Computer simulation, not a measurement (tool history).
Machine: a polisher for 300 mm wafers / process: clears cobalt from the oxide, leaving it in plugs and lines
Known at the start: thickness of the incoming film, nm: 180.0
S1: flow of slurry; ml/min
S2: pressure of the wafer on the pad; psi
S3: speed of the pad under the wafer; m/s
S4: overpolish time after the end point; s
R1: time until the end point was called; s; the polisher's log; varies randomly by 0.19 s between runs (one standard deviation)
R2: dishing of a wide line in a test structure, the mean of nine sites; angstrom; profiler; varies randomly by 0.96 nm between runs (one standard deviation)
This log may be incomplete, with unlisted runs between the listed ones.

run,hour,S1,S2,S3,S4,R1,R2
1,0,240,2,1.18,11,30.273,448.39
2,5.2,245,2.2,1.18,11,27.373,464.81
3,7.8,245,2.2,1.18,8,27.128,380.69
4,13.9,245,2.3,1.18,10,26.262,462.81
5,20.6,250,2.4,1.18,10,25.199,471.26
6,25.3,250,2.4,0.9,10,29.624,420.89

Run 7 is up next; what results do you expect?
7,26,250,2.6,0.9,11,?,?

Run 7 yielded R1 27.164 s, R2 477.08 angstrom.
